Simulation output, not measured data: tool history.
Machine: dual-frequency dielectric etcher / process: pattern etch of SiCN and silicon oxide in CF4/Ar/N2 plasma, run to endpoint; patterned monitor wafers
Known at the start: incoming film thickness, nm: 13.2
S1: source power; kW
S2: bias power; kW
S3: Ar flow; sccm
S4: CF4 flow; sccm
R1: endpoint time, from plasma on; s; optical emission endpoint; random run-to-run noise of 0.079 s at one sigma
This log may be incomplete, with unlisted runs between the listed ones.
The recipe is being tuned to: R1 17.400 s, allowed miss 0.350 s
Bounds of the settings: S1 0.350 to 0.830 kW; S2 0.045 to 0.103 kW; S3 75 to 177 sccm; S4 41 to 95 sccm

| run | hour | S1 | S2 | S3 | S4 | R1 |
|---|---|---|---|---|---|---|
| 1 | 0.0 | 0.590 | 0.074 | 126 | 68 | 12.431 |
| 2 | 3.9 | 0.590 | 0.074 | 126 | 61 | 12.647 |
| 3 | 8.2 | 0.590 | 0.079 | 126 | 61 | 12.289 |
| 4 | 10.2 | 0.590 | 0.079 | 113 | 61 | 12.105 |
| 5 | 16.8 | 0.590 | 0.079 | 121 | 61 | 12.201 |
| 6 | 23.1 | 0.540 | 0.078 | 121 | 61 | 13.606 |
| 7 | 24.4 | 0.510 | 0.078 | 121 | 61 | 14.517 |
| 8 | 31.4 | 0.490 | 0.078 | 121 | 61 | 15.313 |
| 9 | 33.5 | 0.410 | 0.077 | 121 | 61 | 18.975 |
| 10 | 34.9 | 0.450 | 0.077 | 121 | 61 | 17.005 |

Consider the 4 candidate settings below. Which is the only one whose results all fall within their allowed miss of target?
| A | 36.3 | 0.440 | 0.075 | 98 | 52 | ? |
| B | 36.3 | 0.460 | 0.078 | 139 | 71 | ? |
| C | 36.3 | 0.470 | 0.078 | 127 | 57 | ? |
| D | 36.3 | 0.480 | 0.070 | 126 | 65 | ? |

| move | R1 |
|---|---|
| A | 17.424 |
| B | 16.404 |
| C | 16.282 |
| D | 16.256 |
A: in spec on every target
B: the biggest miss grows against the last run
C: the biggest miss grows against the last run
D: the biggest miss grows against the last run
Answer: A
